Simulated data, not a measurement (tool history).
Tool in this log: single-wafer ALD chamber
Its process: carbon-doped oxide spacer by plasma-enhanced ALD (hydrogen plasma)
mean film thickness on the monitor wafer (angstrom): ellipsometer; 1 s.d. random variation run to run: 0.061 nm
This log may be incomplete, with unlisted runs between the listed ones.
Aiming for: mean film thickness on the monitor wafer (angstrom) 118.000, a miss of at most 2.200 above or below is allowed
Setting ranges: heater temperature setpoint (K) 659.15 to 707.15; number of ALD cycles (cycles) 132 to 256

run	day	heater temperature setpoint (K)	number of ALD cycles (cycles)	mean film thickness on the monitor wafer (angstrom)
1	0.000	683.15	194	95.215
2	0.112	683.15	177	87.162
3	0.425	691.15	177	85.295
4	0.696	687.15	190	92.142
5	0.808	687.15	206	100.420
6	1.167	695.15	206	98.423
7	1.217	695.15	206	97.274
8	1.521	690.15	212	102.330
9	1.733	687.15	217	106.120
10	1.942	684.15	220	107.440
11	2.129	683.15	224	110.640
12	2.475	681.15	226	112.530
13	2.696	679.15	227	113.110
14	2.908	678.15	228	114.720
15	3.296	677.15	229	115.250

Next run, 4 choices. One meets every target within its allowed miss, the rest don't. Which?
A	3.683	683.15	246	?
B	3.683	678.15	244	?
C	3.683	685.15	234	?
D	3.683	683.15	239	?

move	mean film thickness on the monitor wafer (angstrom)
A	120.650
B	121.560
C	114.040
D	117.220
A: the result that was furthest off in the last run now lies on the other side of its target
B: the result that was furthest off in the last run now lies on the other side of its target
C: further off than the last run
D: each result inside its tolerance
The right move is D.
